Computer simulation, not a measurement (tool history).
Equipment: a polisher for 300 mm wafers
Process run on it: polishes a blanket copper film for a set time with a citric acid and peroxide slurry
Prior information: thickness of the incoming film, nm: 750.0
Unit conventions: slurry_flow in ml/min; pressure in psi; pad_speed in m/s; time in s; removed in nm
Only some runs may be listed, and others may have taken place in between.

run,day,slurry_flow,pressure,pad_speed,slurry_solids,time,removed
1,0.000,205,3.0,1.12,1.0,53,133.800
2,0.350,205,2.5,1.02,1.0,53,107.360
3,0.454,205,2.5,1.02,1.0,48,98.251
4,0.800,205,2.0,1.02,1.0,48,80.551
5,1.071,175,2.0,1.02,1.0,48,79.361
6,1.438,170,1.8,1.00,1.0,48,72.449

Run 7 comes next. What will it give?
7,1.462,170,1.7,0.98,1.0,48,?

removed: 66.610 nm
